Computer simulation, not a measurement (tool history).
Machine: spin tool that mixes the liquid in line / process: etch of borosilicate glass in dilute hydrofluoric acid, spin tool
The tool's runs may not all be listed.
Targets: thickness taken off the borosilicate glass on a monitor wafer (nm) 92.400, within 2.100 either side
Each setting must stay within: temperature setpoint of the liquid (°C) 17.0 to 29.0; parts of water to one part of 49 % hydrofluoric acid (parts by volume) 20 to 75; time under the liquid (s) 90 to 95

run,hour,temperature setpoint of the liquid (°C),parts of water to one part of 49 % hydrofluoric acid (parts by volume),time under the liquid (s),thickness taken off the borosilicate glass on a monitor wafer (nm)
1,0.0,21.0,45,90,58.643
2,8.6,17.5,45,90,50.509
3,11.7,17.5,45,95,53.084
4,18.2,17.5,40,95,59.886
5,27.2,19.5,40,95,65.889
6,35.4,21.0,40,95,69.066
7,36.2,22.5,40,95,73.272
8,45.1,23.5,40,95,77.660
9,52.4,24.5,40,95,80.939
10,60.9,25.0,40,95,83.224
11,65.4,25.5,40,95,83.884
12,72.2,28.5,40,95,94.680

Pick the move, out of 4, that brings all results within their allowed miss; only one does.
A,79.0,29.0,40,95,?
B,79.0,27.5,35,90,?
C,79.0,28.0,40,90,?
D,79.0,29.0,40,90,?

move,thickness taken off the borosilicate glass on a monitor wafer (nm)
A,97.415
B,100.040
C,88.662
D,92.288
A: moves away from the targets compared with the last run
B: moves away from the targets compared with the last run
C: takes the result that was furthest off past its target
D: meets every target
The right move is D.

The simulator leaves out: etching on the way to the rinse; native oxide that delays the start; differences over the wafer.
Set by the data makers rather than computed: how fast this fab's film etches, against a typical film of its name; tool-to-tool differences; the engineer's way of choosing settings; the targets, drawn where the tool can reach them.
